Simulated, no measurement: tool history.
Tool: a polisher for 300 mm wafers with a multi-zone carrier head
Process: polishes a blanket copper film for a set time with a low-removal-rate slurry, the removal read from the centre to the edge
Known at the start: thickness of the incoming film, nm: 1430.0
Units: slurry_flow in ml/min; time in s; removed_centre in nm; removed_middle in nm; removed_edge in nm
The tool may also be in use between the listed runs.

run  hour  slurry_flow  centre_zone  middle_zone  edge_zone  slurry_solids  time  removed_centre  removed_middle  removed_edge
  1     0          280            1            1          1              1    43           125.9          126.71         127.2
  2     9          275         1.01         0.98       0.96            0.9    43          121.98          119.66        123.34
  3  15.8          275         1.01         0.98       0.91            0.9    43          122.86           120.3        120.31
  4  19.2          275         1.01         0.98       0.91            1.1    43          126.85          126.38        123.53
  5    21          230         1.01         0.98       0.91            1.1    43          124.84          122.63        121.49
  6  25.2          230         1.02         0.97       0.89           1.05    42          123.68          117.12        116.32
  7  29.4          220            1         0.91       0.82           0.85    41          111.07          103.76        102.33

The next listed run, before its measurement:
  8  34.3          230         1.01         0.91       0.83           0.85    41               ?               ?             ?

Run 8 gave removed_centre 109.62 nm, removed_middle 103.42 nm, removed_edge 105.71 nm.
